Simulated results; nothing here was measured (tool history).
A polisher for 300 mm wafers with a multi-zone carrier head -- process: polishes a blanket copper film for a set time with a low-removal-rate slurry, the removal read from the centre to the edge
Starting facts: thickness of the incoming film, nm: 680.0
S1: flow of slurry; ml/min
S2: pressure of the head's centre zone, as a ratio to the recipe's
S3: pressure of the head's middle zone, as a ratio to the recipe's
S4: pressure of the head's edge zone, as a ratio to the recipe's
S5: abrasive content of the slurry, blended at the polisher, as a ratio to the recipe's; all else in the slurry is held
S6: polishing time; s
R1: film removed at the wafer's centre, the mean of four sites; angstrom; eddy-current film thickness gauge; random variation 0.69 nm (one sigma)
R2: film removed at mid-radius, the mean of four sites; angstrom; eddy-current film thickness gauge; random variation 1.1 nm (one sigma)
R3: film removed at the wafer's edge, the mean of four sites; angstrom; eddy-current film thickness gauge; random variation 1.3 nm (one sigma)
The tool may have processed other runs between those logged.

run 1 hour=0 | S1=185 S2=1 S3=1 S4=1 S5=1 S6=36 | R1=892.84 R2=928.59 R3=930.76
run 2 hour=6.9 | S1=190 S2=1.01 S3=0.96 S4=1.02 S5=1 S6=36 | R1=924.81 R2=878.26 R3=955.94
run 3 hour=9.3 | S1=190 S2=1.01 S3=0.91 S4=1.02 S5=1 S6=36 | R1=913.12 R2=870.69 R3=985.45
run 4 hour=13.6 | S1=190 S2=1.01 S3=0.91 S4=1.02 S5=1 S6=42 | R1=1079.8 R2=990.4 R3=1143
run 5 hour=14.9 | S1=190 S2=1.06 S3=0.91 S4=1.02 S5=1 S6=42 | R1=1128.4 R2=999.52 R3=1135.4
run 6 hour=18.8 | S1=180 S2=1.06 S3=0.89 S4=1 S5=0.85 S6=42 | R1=1083.8 R2=920.88 R3=1068.4

Run 7, settings as shown, results not yet in. Your forecast:
run 7 hour=23.8 | S1=165 S2=1.04 S3=0.88 S4=0.98 S5=0.8 S6=42 | R1=? R2=? R3=?

Run 7 gave R1 1009.9 angstrom, R2 884.31 angstrom, R3 1026.9 angstrom.
